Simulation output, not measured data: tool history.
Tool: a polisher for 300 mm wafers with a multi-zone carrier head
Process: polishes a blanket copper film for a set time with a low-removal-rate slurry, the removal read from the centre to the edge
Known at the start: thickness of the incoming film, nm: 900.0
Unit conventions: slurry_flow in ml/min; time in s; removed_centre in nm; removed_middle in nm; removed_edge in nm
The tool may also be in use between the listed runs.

Run 1, hour 0.0: slurry_flow 240 ml/min, centre_zone 1.00, middle_zone 1.00, edge_zone 1.00, slurry_solids 1.00, time 56 s. Result: removed_centre 99.011 nm, removed_middle 96.947 nm, removed_edge 100.260 nm.
Run 2, hour 6.9: slurry_flow 235 ml/min, centre_zone 0.99, middle_zone 0.99, edge_zone 1.00, slurry_solids 1.00, time 56 s. Result: removed_centre 97.022 nm, removed_middle 97.384 nm, removed_edge 97.497 nm.
Run 3, hour 13.9: slurry_flow 235 ml/min, centre_zone 0.99, middle_zone 1.04, edge_zone 1.00, slurry_solids 1.00, time 56 s. Result: removed_centre 97.234 nm, removed_middle 100.200 nm, removed_edge 102.360 nm.
Run 4, hour 19.1: slurry_flow 235 ml/min, centre_zone 0.99, middle_zone 1.04, edge_zone 1.00, slurry_solids 0.85, time 56 s. Result: removed_centre 93.774 nm, removed_middle 97.134 nm, removed_edge 95.986 nm.
Run 5, hour 22.7: slurry_flow 285 ml/min, centre_zone 0.99, middle_zone 1.04, edge_zone 1.00, slurry_solids 0.85, time 56 s. Result: removed_centre 96.909 nm, removed_middle 98.622 nm, removed_edge 98.976 nm.
Run 6, hour 25.1: slurry_flow 285 ml/min, centre_zone 0.99, middle_zone 1.04, edge_zone 1.00, slurry_solids 0.85, time 49 s. Result: removed_centre 84.305 nm, removed_middle 88.261 nm, removed_edge 88.187 nm.

Forecast run 7:
At hour 31.0: slurry nozzle cleaned.
Run 7, hour 31.0: slurry_flow 290 ml/min, centre_zone 1.00, middle_zone 1.04, edge_zone 1.02, slurry_solids 0.85, time 49 s. Result: removed_centre ?, removed_middle ?, removed_edge ?.

{"run 7": {"removed_centre": 89.507, "removed_middle": 90.552, "removed_edge": 91.552}}

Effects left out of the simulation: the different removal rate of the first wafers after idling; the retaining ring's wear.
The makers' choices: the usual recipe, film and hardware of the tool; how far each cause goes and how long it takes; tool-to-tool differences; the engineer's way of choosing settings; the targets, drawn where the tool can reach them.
